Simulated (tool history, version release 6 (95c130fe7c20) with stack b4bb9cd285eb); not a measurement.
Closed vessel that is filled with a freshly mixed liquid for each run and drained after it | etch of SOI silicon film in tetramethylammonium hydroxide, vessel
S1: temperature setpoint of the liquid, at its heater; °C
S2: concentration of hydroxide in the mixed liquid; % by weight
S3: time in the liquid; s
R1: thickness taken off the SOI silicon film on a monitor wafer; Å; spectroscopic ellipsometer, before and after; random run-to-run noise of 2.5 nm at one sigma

{"run": 1, "day": 0.0, "S1": 72.0, "S2": 9.5, "S3": 35, "R1": 3025.7}
{"run": 2, "day": 0.071, "S1": 66.5, "S2": 9.5, "S3": 35, "R1": 2205.0}
{"run": 3, "day": 0.254, "S1": 66.5, "S2": 9.5, "S3": 30, "R1": 1897.3}
{"run": 4, "day": 0.492, "S1": 68.5, "S2": 9.5, "S3": 30, "R1": 2115.6}
{"run": 5, "day": 0.529, "S1": 72.5, "S2": 9.5, "S3": 30, "R1": 2712.3}
{"run": 6, "day": 0.6, "S1": 76.0, "S2": 9.5, "S3": 30, "R1": 3295.6}

What does the tool deliver on the next run?
{"run": 7, "day": 0.95, "S1": 76.0, "S2": 9.5, "S3": 30, "R1": "?"}

R1: 3263.4 Å
